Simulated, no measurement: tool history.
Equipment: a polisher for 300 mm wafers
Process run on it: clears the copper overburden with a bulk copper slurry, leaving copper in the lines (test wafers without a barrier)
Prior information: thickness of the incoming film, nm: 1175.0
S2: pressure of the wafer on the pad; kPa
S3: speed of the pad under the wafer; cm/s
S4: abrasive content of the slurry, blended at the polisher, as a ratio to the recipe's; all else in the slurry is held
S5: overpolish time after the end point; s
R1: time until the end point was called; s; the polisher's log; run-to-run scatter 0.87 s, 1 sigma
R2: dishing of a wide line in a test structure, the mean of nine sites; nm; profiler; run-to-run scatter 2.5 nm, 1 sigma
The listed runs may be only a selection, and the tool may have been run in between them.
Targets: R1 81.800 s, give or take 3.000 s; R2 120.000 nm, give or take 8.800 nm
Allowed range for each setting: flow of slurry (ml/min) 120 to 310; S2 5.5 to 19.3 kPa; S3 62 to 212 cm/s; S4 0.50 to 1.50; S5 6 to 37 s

run 1 hour=0.0 | flow_of_slurry_(ml/min)=200 S2=12.4 S3=136 S4=1.00 S5=19 | R1=153.600 R2=82.528
run 2 hour=8.3 | flow_of_slurry_(ml/min)=180 S2=12.4 S3=136 S4=1.00 S5=19 | R1=153.840 R2=80.922
run 3 hour=9.5 | flow_of_slurry_(ml/min)=155 S2=12.4 S3=136 S4=1.00 S5=19 | R1=158.300 R2=81.061
run 4 hour=11.5 | flow_of_slurry_(ml/min)=160 S2=13.8 S3=138 S4=1.00 S5=19 | R1=139.910 R2=86.374
run 5 hour=12.3 | flow_of_slurry_(ml/min)=165 S2=15.2 S3=140 S4=1.00 S5=19 | R1=124.100 R2=92.065
run 6 hour=18.0 | flow_of_slurry_(ml/min)=170 S2=15.9 S3=142 S4=1.00 S5=19 | R1=118.850 R2=97.443
run 7 hour=23.5 | flow_of_slurry_(ml/min)=170 S2=19.3 S3=166 S4=1.00 S5=15 | R1=82.861 R2=105.530
run 8 hour=28.2 | flow_of_slurry_(ml/min)=170 S2=19.3 S3=166 S4=1.00 S5=16 | R1=84.621 R2=108.690

4 candidate next runs follow, results not yet known. Just one meets every target within its allowed miss. Identify it.
run A hour=32.9 | flow_of_slurry_(ml/min)=165 S2=19.3 S3=186 S4=1.15 S5=25 | R1=? R2=?
run B hour=32.9 | flow_of_slurry_(ml/min)=155 S2=17.9 S3=178 S4=1.35 S5=22 | R1=? R2=?
run C hour=32.9 | flow_of_slurry_(ml/min)=170 S2=18.6 S3=162 S4=1.05 S5=13 | R1=? R2=?
run D hour=32.9 | flow_of_slurry_(ml/min)=210 S2=19.3 S3=148 S4=1.00 S5=14 | R1=? R2=?

move=A R1=72.777 R2=134.250
move=B R1=80.518 R2=124.260
move=C R1=87.051 R2=97.416
move=D R1=89.801 R2=100.280
A: carries the result that was furthest off beyond its target, to the other side
B: each result inside its tolerance
C: lands further from the targets than the last run did
D: lands further from the targets than the last run did
So the answer is move B, the one that meets all the targets.
